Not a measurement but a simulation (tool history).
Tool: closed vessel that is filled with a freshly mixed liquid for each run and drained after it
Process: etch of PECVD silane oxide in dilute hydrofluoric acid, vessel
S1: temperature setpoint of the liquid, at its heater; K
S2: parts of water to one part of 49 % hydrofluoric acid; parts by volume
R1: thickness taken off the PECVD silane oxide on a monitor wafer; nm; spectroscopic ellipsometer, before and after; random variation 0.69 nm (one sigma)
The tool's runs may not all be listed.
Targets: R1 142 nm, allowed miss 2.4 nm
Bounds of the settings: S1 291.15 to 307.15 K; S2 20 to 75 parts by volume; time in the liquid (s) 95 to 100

run 1 hour=0 | S1=299.15 S2=45 time_in_the_liquid_(s)=95 | R1=79.704
run 2 hour=7.6 | S1=299.15 S2=35 time_in_the_liquid_(s)=95 | R1=103.87
run 3 hour=8.8 | S1=299.15 S2=25 time_in_the_liquid_(s)=95 | R1=146.54
run 4 hour=10.4 | S1=299.15 S2=35 time_in_the_liquid_(s)=95 | R1=103.54
run 5 hour=17.9 | S1=299.15 S2=20 time_in_the_liquid_(s)=95 | R1=185.6
run 6 hour=26.3 | S1=299.15 S2=30 time_in_the_liquid_(s)=95 | R1=122.55
run 7 hour=33 | S1=300.15 S2=30 time_in_the_liquid_(s)=95 | R1=127.09
run 8 hour=34.3 | S1=300.15 S2=30 time_in_the_liquid_(s)=95 | R1=127.1
run 9 hour=35.3 | S1=301.15 S2=30 time_in_the_liquid_(s)=95 | R1=131.47
run 10 hour=36.6 | S1=301.65 S2=30 time_in_the_liquid_(s)=95 | R1=134.32
run 11 hour=38.9 | S1=301.65 S2=30 time_in_the_liquid_(s)=95 | R1=135.9
run 12 hour=42.3 | S1=302.15 S2=30 time_in_the_liquid_(s)=95 | R1=136.84

Which of these 4 next moves meets every target?
run A hour=45.7 | S1=301.65 S2=30 time_in_the_liquid_(s)=100 | R1=?
run B hour=45.7 | S1=302.65 S2=30 time_in_the_liquid_(s)=100 | R1=?
run C hour=45.7 | S1=303.65 S2=30 time_in_the_liquid_(s)=95 | R1=?
run D hour=45.7 | S1=304.15 S2=30 time_in_the_liquid_(s)=95 | R1=?

move=A R1=142.25
move=B R1=148.1
move=C R1=146.44
move=D R1=149.38
A: meets every target
B: takes the result that was furthest off past its target
C: takes the result that was furthest off past its target
D: takes the result that was furthest off past its target
The right move is A.
